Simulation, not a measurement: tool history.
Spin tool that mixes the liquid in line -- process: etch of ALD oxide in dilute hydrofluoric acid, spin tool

run	day	temperature setpoint of the liquid (°C)	parts of water to one part of 49 % hydrofluoric acid (parts by volume)	time under the liquid (s)	thickness taken off the ALD oxide on a monitor wafer (angstrom)
1	0	21	225	60	70.321
2	0.346	21	290	60	50.73
3	0.642	23	225	60	75.047
4	0.792	24.5	175	60	105.64
5	0.904	24.5	175	65	118.19
6	1.154	25.5	145	65	151.85
7	1.325	26.5	130	65	175.73
8	1.567	29	85	65	314.59
9	1.842	28	85	65	303.92
10	2.133	27	85	65	293.34
# day 2.475: thermometer replaced
11	2.475	25.5	85	65	298.65
12	2.538	25.5	90	65	281.07
13	2.788	25.5	90	65	282.33

For run 14, what comes out?
14	3.121	25.5	95	65	?

{"run 14": {"thickness taken off the ALD oxide on a monitor wafer (angstrom)": 264.29}}
